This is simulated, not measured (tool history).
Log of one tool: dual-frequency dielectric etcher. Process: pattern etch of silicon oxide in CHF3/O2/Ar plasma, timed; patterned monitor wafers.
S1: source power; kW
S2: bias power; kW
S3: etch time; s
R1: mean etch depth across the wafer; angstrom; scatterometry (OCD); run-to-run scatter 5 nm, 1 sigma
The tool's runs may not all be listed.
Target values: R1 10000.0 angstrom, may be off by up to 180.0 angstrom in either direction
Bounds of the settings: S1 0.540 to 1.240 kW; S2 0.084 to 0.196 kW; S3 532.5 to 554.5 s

run,day,S1,S2,S3,R1
1,0.000,0.890,0.140,532.5,11382.0
2,0.154,0.890,0.140,554.5,11832.0
3,0.325,0.890,0.126,554.5,11473.0
4,0.625,0.940,0.126,554.5,11927.0
5,0.942,0.900,0.125,554.5,11590.0
6,1.000,0.770,0.125,554.5,10782.0
7,1.138,0.750,0.125,554.5,10544.0
8,1.508,0.740,0.125,554.5,10437.0
9,1.804,0.730,0.125,554.5,10455.0
10,1.867,0.720,0.125,554.5,10385.0
11,2.246,0.710,0.125,554.5,10290.0

Of the 4 settings listed for the next run, only one would bring every result within its allowed miss of target. Which one?
A,2.625,0.670,0.126,551.5,?
B,2.625,0.650,0.136,537.5,?
C,2.625,0.700,0.112,532.5,?
D,2.625,0.790,0.136,539.0,?

move,R1
A,9944.8
B,9717.2
C,9560.3
D,10761.0
A: each result inside its tolerance
B: takes the biggest miss from the last run beyond its target
C: takes the biggest miss from the last run beyond its target
D: the biggest miss grows against the last run
Move A is the one to make.
